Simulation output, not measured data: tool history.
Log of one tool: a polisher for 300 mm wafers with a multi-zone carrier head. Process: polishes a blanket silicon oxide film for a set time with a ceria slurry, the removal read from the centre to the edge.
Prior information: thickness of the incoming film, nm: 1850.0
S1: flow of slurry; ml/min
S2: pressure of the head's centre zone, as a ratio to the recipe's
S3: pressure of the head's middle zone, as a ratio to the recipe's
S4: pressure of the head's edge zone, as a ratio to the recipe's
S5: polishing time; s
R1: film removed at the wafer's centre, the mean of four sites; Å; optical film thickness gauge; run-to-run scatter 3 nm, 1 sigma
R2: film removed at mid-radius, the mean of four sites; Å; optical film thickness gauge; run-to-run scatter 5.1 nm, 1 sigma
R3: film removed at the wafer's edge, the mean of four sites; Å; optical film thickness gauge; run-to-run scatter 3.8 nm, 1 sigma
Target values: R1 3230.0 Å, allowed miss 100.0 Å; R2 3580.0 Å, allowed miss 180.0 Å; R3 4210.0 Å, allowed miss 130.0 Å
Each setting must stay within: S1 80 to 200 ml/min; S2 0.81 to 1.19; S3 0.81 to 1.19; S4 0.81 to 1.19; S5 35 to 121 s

Run 1, hour 0.0: S1 130 ml/min, S2 1.00, S3 1.00, S4 1.00, S5 78 s. Result: R1 5433.7 Å, R2 5161.7 Å, R3 5540.7 Å.
Run 2, hour 2.8: S1 130 ml/min, S2 1.00, S3 1.00, S4 1.00, S5 69 s. Result: R1 4782.9 Å, R2 4664.8 Å, R3 4882.0 Å.
Run 3, hour 9.5: S1 125 ml/min, S2 0.97, S3 0.99, S4 1.00, S5 68 s. Result: R1 4514.3 Å, R2 4426.1 Å, R3 4866.5 Å.
Run 4, hour 14.4: S1 125 ml/min, S2 1.04, S3 0.99, S4 1.00, S5 68 s. Result: R1 4854.3 Å, R2 4513.5 Å, R3 4787.9 Å.
Run 5, hour 15.5: S1 120 ml/min, S2 1.01, S3 0.99, S4 1.00, S5 67 s. Result: R1 4605.3 Å, R2 4288.7 Å, R3 4604.4 Å.
Run 6, hour 21.1: S1 120 ml/min, S2 1.01, S3 0.99, S4 1.00, S5 49 s. Result: R1 3301.8 Å, R2 3111.5 Å, R3 3402.4 Å.
Run 7, hour 27.2: S1 125 ml/min, S2 0.99, S3 0.99, S4 1.02, S5 49 s. Result: R1 3377.5 Å, R2 3171.7 Å, R3 3422.0 Å.
Run 8, hour 29.8: S1 120 ml/min, S2 0.97, S3 0.99, S4 1.02, S5 51 s. Result: R1 3401.5 Å, R2 3271.3 Å, R3 3569.7 Å.
Run 9, hour 36.0: S1 120 ml/min, S2 0.87, S3 1.00, S4 1.12, S5 56 s. Result: R1 3266.0 Å, R2 3575.9 Å, R3 4030.2 Å.

4 next moves are on the table. One of them brings every result within its allowed miss. Which?
Run A, hour 42.2: S1 150 ml/min, S2 0.85, S3 1.12, S4 1.07, S5 53 s. Result: R1 ?, R2 ?, R3 ?.
Run B, hour 42.2: S1 110 ml/min, S2 0.92, S3 1.03, S4 1.12, S5 54 s. Result: R1 ?, R2 ?, R3 ?.
Run C, hour 42.2: S1 100 ml/min, S2 0.86, S3 0.98, S4 1.17, S5 59 s. Result: R1 ?, R2 ?, R3 ?.
Run D, hour 42.2: S1 125 ml/min, S2 0.82, S3 1.00, S4 1.15, S5 60 s. Result: R1 ?, R2 ?, R3 ?.

move      R1      R2      R3
   A  3251.6  3983.7  3946.1
   B  3288.4  3536.0  3886.8
   C  3243.5  3620.2  4241.9
   D  3384.5  3983.2  4474.4
A: the biggest miss grows against the last run
B: the biggest miss grows against the last run
C: all results land within tolerance of their targets
D: carries the result that was furthest off beyond its target, to the other side
Go with C: it meets all targets.
